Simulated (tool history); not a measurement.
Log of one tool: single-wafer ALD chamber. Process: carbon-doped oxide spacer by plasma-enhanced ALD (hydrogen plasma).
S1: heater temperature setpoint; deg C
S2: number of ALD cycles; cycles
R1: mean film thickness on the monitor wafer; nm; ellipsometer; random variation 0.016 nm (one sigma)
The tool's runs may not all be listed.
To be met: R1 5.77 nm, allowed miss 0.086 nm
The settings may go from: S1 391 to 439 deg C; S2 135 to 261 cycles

run    day   S1   S2      R1
  1      0  415  198   7.911
  2  0.046  405  198  8.1669
  3  0.288  412  183  7.3698
  4  0.358  423  183  7.1043
  5  0.675  426  174  6.7291
  6  0.925  418  174  6.8868
  7  1.071  422  167  6.5376
  8  1.396  425  162  6.3047
  9  1.471  436  149  5.5561
 10  1.604  434  149   5.596
 11  1.821  432  149  5.6303
 12   1.95  431  149  5.6345
 13  2.217  430  149  5.6739

Which of these 4 next moves meets every target?
  A  2.483  430  151   ?
  B  2.483  433  148   ?
  C  2.483  428  145   ?
  D  2.483  431  148   ?

move      R1
   A  5.7461
   B  5.5787
   C  5.5525
   D  5.6142
A: meets every target
B: further off than the last run
C: further off than the last run
D: further off than the last run
Move A is the one to make.

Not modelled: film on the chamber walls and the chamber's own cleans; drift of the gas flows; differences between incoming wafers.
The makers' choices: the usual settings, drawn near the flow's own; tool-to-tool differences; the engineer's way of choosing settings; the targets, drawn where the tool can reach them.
